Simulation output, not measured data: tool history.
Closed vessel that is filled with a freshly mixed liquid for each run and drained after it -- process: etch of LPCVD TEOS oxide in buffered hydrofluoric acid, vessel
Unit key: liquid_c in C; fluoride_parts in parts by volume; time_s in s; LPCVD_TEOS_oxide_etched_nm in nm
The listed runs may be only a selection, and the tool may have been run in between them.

Run 1, hour 0: liquid_c 25 C, fluoride_parts 8.5 parts by volume, time_s 105 s. Result: LPCVD_TEOS_oxide_etched_nm 207.94 nm.
Run 2, hour 4.6: liquid_c 26 C, fluoride_parts 8.5 parts by volume, time_s 105 s. Result: LPCVD_TEOS_oxide_etched_nm 217.96 nm.
Run 3, hour 9.1: liquid_c 27 C, fluoride_parts 8.5 parts by volume, time_s 105 s. Result: LPCVD_TEOS_oxide_etched_nm 232.22 nm.
Run 4, hour 17: liquid_c 27 C, fluoride_parts 9.5 parts by volume, time_s 105 s. Result: LPCVD_TEOS_oxide_etched_nm 209.71 nm.
Run 5, hour 25.7: liquid_c 27 C, fluoride_parts 9.5 parts by volume, time_s 105 s. Result: LPCVD_TEOS_oxide_etched_nm 213 nm.
Run 6, hour 30.8: liquid_c 28 C, fluoride_parts 9 parts by volume, time_s 105 s. Result: LPCVD_TEOS_oxide_etched_nm 229.16 nm.
Run 7, hour 36.5: liquid_c 28.5 C, fluoride_parts 8.5 parts by volume, time_s 105 s. Result: LPCVD_TEOS_oxide_etched_nm 253.46 nm.
Run 8, hour 42.2: liquid_c 29 C, fluoride_parts 8.5 parts by volume, time_s 105 s. Result: LPCVD_TEOS_oxide_etched_nm 257.3 nm.
Run 9, hour 45.1: liquid_c 29.5 C, fluoride_parts 8.5 parts by volume, time_s 105 s. Result: LPCVD_TEOS_oxide_etched_nm 266.61 nm.
Run 10, hour 46.1: liquid_c 30 C, fluoride_parts 8.5 parts by volume, time_s 105 s. Result: LPCVD_TEOS_oxide_etched_nm 270.32 nm.
Run 11, hour 50: liquid_c 30.5 C, fluoride_parts 8.5 parts by volume, time_s 105 s. Result: LPCVD_TEOS_oxide_etched_nm 278.47 nm.

Expected results for the next run?
Run 12, hour 51.8: liquid_c 31.5 C, fluoride_parts 8 parts by volume, time_s 105 s. Result: LPCVD_TEOS_oxide_etched_nm ?.

{"run 12": {"LPCVD_TEOS_oxide_etched_nm": 313.36}}
